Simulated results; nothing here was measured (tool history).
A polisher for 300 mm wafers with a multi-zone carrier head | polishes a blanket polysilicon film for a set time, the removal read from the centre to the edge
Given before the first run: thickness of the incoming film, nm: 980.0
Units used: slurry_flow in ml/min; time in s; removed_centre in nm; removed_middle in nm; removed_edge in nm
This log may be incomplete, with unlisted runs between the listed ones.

run 1 hour=0 | slurry_flow=275 centre_zone=1 middle_zone=1 edge_zone=1 time=30 | removed_centre=352.51 removed_middle=353.51 removed_edge=347.79
run 2 hour=8.4 | slurry_flow=275 centre_zone=1 middle_zone=1.03 edge_zone=1 time=30 | removed_centre=357.25 removed_middle=361.18 removed_edge=350.89
run 3 hour=16.1 | slurry_flow=270 centre_zone=0.99 middle_zone=1.01 edge_zone=0.99 time=30 | removed_centre=344.85 removed_middle=355.98 removed_edge=351.54
run 4 hour=18.5 | slurry_flow=270 centre_zone=0.99 middle_zone=1.05 edge_zone=0.99 time=30 | removed_centre=353.34 removed_middle=365.29 removed_edge=353.28
run 5 hour=22.5 | slurry_flow=265 centre_zone=0.99 middle_zone=1.02 edge_zone=0.99 time=30 | removed_centre=345.32 removed_middle=358.54 removed_edge=355.25
run 6 hour=25.1 | slurry_flow=265 centre_zone=0.99 middle_zone=1 edge_zone=0.99 time=30 | removed_centre=350.68 removed_middle=354.19 removed_edge=350.92
run 7 hour=32.6 | slurry_flow=265 centre_zone=0.99 middle_zone=0.98 edge_zone=0.99 time=30 | removed_centre=358.6 removed_middle=342.59 removed_edge=347.87
run 8 hour=33.9 | slurry_flow=265 centre_zone=0.98 middle_zone=0.97 edge_zone=0.99 time=30 | removed_centre=341.65 removed_middle=351.09 removed_edge=351.38
run 9 hour=35.2 | slurry_flow=265 centre_zone=0.98 middle_zone=0.95 edge_zone=0.99 time=30 | removed_centre=337.95 removed_middle=341.28 removed_edge=350.42
run 10 hour=39.1 | slurry_flow=265 centre_zone=0.98 middle_zone=0.94 edge_zone=0.98 time=30 | removed_centre=333.17 removed_middle=335.98 removed_edge=349.03
run 11 hour=45 | slurry_flow=265 centre_zone=0.99 middle_zone=0.93 edge_zone=0.97 time=30 | removed_centre=352.21 removed_middle=336.77 removed_edge=347.01
run 12 hour=50.7 | slurry_flow=265 centre_zone=0.98 middle_zone=0.92 edge_zone=0.96 time=30 | removed_centre=345.67 removed_middle=328.18 removed_edge=352.93
run 13 hour=58.3 | slurry_flow=245 centre_zone=0.97 middle_zone=0.94 edge_zone=0.89 time=28 | removed_centre=312.09 removed_middle=312.69 removed_edge=310.55
run 14 hour=67.2 | slurry_flow=245 centre_zone=0.97 middle_zone=0.94 edge_zone=0.89 time=28 | removed_centre=317.46 removed_middle=310.21 removed_edge=303.82

What does the tool deliver on the next run?
run 15 hour=69.9 | slurry_flow=250 centre_zone=0.97 middle_zone=0.94 edge_zone=0.9 time=28 | removed_centre=? removed_middle=? removed_edge=?

Run 15 gave removed_centre 317.63 nm, removed_middle 316.72 nm, removed_edge 310.94 nm.

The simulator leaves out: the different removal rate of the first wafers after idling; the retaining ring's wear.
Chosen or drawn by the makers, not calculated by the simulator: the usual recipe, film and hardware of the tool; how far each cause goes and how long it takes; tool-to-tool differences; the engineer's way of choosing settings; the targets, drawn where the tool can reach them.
